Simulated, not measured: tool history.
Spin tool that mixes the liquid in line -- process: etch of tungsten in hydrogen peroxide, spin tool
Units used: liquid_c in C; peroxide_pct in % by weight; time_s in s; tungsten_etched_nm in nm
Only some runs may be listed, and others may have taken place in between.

| run | hour | liquid_c | peroxide_pct | time_s | tungsten_etched_nm |
|---|---|---|---|---|---|
| 1 | 0 | 47 | 25 | 15 | 39.976 |
| 2 | 6.1 | 45.5 | 25 | 15 | 36.377 |
| 3 | 10.2 | 45.5 | 21 | 15 | 33.073 |
| 4 | 13.1 | 45.5 | 21 | 15 | 33.275 |
| 5 | 22.1 | 44.5 | 21 | 15 | 31.712 |
| 6 | 22.6 | 44 | 21 | 15 | 29.626 |
| 7 | 26.9 | 43.5 | 21 | 15 | 29.292 |
| 8 | 29.1 | 43 | 21 | 15 | 28.39 |

Run 9, settings as shown, results not yet in. Your forecast:
| 9 | 34.8 | 43 | 21 | 15 | ? |

{"run 9": {"tungsten_etched_nm": 28.835}}

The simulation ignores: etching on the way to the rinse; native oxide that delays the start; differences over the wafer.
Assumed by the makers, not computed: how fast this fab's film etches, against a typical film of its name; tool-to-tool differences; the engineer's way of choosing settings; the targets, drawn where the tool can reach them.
